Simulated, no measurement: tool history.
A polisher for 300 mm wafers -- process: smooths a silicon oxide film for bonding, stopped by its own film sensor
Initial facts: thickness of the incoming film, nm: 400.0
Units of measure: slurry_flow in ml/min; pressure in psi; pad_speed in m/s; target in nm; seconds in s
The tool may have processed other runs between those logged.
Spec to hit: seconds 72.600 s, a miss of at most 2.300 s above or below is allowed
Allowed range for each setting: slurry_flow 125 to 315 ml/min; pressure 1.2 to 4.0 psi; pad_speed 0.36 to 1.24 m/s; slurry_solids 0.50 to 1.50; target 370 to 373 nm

Run 1, hour 0.0: slurry_flow 205 ml/min, pressure 2.6 psi, pad_speed 0.80 m/s, slurry_solids 1.00, target 370 nm. Result: seconds 46.762 s.
Run 2, hour 3.7: slurry_flow 205 ml/min, pressure 2.6 psi, pad_speed 0.80 m/s, slurry_solids 1.00, target 370 nm. Result: seconds 46.702 s.
Run 3, hour 8.8: slurry_flow 205 ml/min, pressure 2.6 psi, pad_speed 0.80 m/s, slurry_solids 1.00, target 370 nm. Result: seconds 46.954 s.
Run 4, hour 10.1: slurry_flow 240 ml/min, pressure 2.6 psi, pad_speed 0.80 m/s, slurry_solids 1.00, target 370 nm. Result: seconds 46.166 s.
Run 5, hour 15.4: slurry_flow 240 ml/min, pressure 2.6 psi, pad_speed 0.80 m/s, slurry_solids 1.00, target 370 nm. Result: seconds 46.248 s.
Run 6, hour 24.4: slurry_flow 240 ml/min, pressure 3.0 psi, pad_speed 0.80 m/s, slurry_solids 1.00, target 370 nm. Result: seconds 39.953 s.
Run 7, hour 31.7: slurry_flow 240 ml/min, pressure 2.7 psi, pad_speed 0.80 m/s, slurry_solids 1.00, target 370 nm. Result: seconds 44.517 s.
Run 8, hour 33.1: slurry_flow 225 ml/min, pressure 2.0 psi, pad_speed 0.78 m/s, slurry_solids 1.00, target 370 nm. Result: seconds 61.342 s.
Run 9, hour 39.1: slurry_flow 225 ml/min, pressure 1.9 psi, pad_speed 0.78 m/s, slurry_solids 1.00, target 370 nm. Result: seconds 62.979 s.
Run 10, hour 41.7: slurry_flow 225 ml/min, pressure 1.8 psi, pad_speed 0.78 m/s, slurry_solids 1.00, target 370 nm. Result: seconds 65.956 s.

4 next moves are on the table. One of them brings every result within its allowed miss. Which?
Run A, hour 44.3: slurry_flow 275 ml/min, pressure 1.5 psi, pad_speed 0.86 m/s, slurry_solids 0.85, target 371 nm. Result: seconds ?.
Run B, hour 44.3: slurry_flow 275 ml/min, pressure 2.0 psi, pad_speed 0.44 m/s, slurry_solids 1.10, target 370 nm. Result: seconds ?.
Run C, hour 44.3: slurry_flow 255 ml/min, pressure 1.5 psi, pad_speed 0.78 m/s, slurry_solids 1.00, target 370 nm. Result: seconds ?.
Run D, hour 44.3: slurry_flow 195 ml/min, pressure 1.8 psi, pad_speed 0.70 m/s, slurry_solids 0.95, target 371 nm. Result: seconds ?.

move  seconds
   A   78.013
   B   78.810
   C   78.911
   D   72.310
A: the result that was furthest off in the last run now lies on the other side of its target
B: the result that was furthest off in the last run now lies on the other side of its target
C: the result that was furthest off in the last run now lies on the other side of its target
D: every result lands within tolerance
Go with D: it meets all targets.

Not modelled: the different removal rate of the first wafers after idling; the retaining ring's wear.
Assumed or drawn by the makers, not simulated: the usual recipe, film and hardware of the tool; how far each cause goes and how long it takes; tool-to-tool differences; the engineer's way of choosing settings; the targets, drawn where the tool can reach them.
